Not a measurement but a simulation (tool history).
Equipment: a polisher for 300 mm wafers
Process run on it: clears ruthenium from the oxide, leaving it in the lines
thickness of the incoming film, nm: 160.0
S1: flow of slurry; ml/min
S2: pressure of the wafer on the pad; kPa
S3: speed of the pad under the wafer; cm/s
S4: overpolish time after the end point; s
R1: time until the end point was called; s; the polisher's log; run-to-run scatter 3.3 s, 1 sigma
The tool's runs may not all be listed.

Run 1, day 0: S1 315 ml/min, S2 16.5 kPa, S3 124 cm/s, S4 5 s. Result: R1 104.09 s.
Run 2, day 0.112: S1 315 ml/min, S2 16.5 kPa, S3 152 cm/s, S4 5 s. Result: R1 86.709 s.
Run 3, day 0.362: S1 355 ml/min, S2 16.5 kPa, S3 152 cm/s, S4 5 s. Result: R1 84.509 s.
Run 4, day 0.688: S1 350 ml/min, S2 15.2 kPa, S3 142 cm/s, S4 5 s. Result: R1 98.895 s.
Run 5, day 0.904: S1 345 ml/min, S2 13.8 kPa, S3 134 cm/s, S4 5 s. Result: R1 112.84 s.
Run 6, day 1.058: S1 290 ml/min, S2 13.8 kPa, S3 134 cm/s, S4 5 s. Result: R1 112.58 s.
Run 7, day 1.179: S1 290 ml/min, S2 13.1 kPa, S3 126 cm/s, S4 5 s. Result: R1 129.07 s.
Run 8, day 1.412: S1 290 ml/min, S2 12.4 kPa, S3 122 cm/s, S4 5 s. Result: R1 142.04 s.

The next listed run, before its measurement:
Run 9, day 1.567: S1 290 ml/min, S2 11.7 kPa, S3 120 cm/s, S4 5 s. Result: R1 ?.

Run 9 came out at R1 149.98 s.
